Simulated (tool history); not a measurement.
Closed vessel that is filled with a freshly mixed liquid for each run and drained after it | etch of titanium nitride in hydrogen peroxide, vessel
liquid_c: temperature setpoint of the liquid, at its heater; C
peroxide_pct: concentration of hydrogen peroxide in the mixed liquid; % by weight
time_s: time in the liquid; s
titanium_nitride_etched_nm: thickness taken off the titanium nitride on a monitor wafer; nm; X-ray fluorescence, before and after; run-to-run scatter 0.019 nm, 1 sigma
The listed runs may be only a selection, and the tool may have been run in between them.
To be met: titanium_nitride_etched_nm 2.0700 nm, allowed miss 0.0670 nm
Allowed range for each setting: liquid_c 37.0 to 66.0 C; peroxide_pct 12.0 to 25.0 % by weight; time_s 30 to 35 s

run 1 hour=0.0 | liquid_c=53.0 peroxide_pct=17.0 time_s=35 | titanium_nitride_etched_nm=4.4252
run 2 hour=5.1 | liquid_c=53.0 peroxide_pct=19.5 time_s=35 | titanium_nitride_etched_nm=4.5779
run 3 hour=11.5 | liquid_c=51.5 peroxide_pct=19.5 time_s=35 | titanium_nitride_etched_nm=4.0666
run 4 hour=19.6 | liquid_c=51.5 peroxide_pct=17.5 time_s=35 | titanium_nitride_etched_nm=4.0431
run 5 hour=20.6 | liquid_c=51.5 peroxide_pct=20.5 time_s=35 | titanium_nitride_etched_nm=4.1220
run 6 hour=28.5 | liquid_c=51.5 peroxide_pct=17.5 time_s=35 | titanium_nitride_etched_nm=4.0487
run 7 hour=30.0 | liquid_c=50.0 peroxide_pct=17.5 time_s=35 | titanium_nitride_etched_nm=3.6426
run 8 hour=33.1 | liquid_c=49.0 peroxide_pct=17.5 time_s=35 | titanium_nitride_etched_nm=3.3525
run 9 hour=35.4 | liquid_c=41.0 peroxide_pct=17.5 time_s=35 | titanium_nitride_etched_nm=1.8699

Pick the move, out of 4, that brings all results within their allowed miss; only one does.
run A hour=37.7 | liquid_c=44.5 peroxide_pct=17.5 time_s=30 | titanium_nitride_etched_nm=?
run B hour=37.7 | liquid_c=43.5 peroxide_pct=16.0 time_s=35 | titanium_nitride_etched_nm=?
run C hour=37.7 | liquid_c=43.5 peroxide_pct=18.0 time_s=35 | titanium_nitride_etched_nm=?
run D hour=37.7 | liquid_c=44.0 peroxide_pct=13.5 time_s=35 | titanium_nitride_etched_nm=?

move=A titanium_nitride_etched_nm=2.0295
move=B titanium_nitride_etched_nm=2.1572
move=C titanium_nitride_etched_nm=2.2118
move=D titanium_nitride_etched_nm=2.1602
A: each result inside its tolerance
B: takes the result that was furthest off past its target
C: takes the result that was furthest off past its target
D: takes the result that was furthest off past its target
The right move is A.
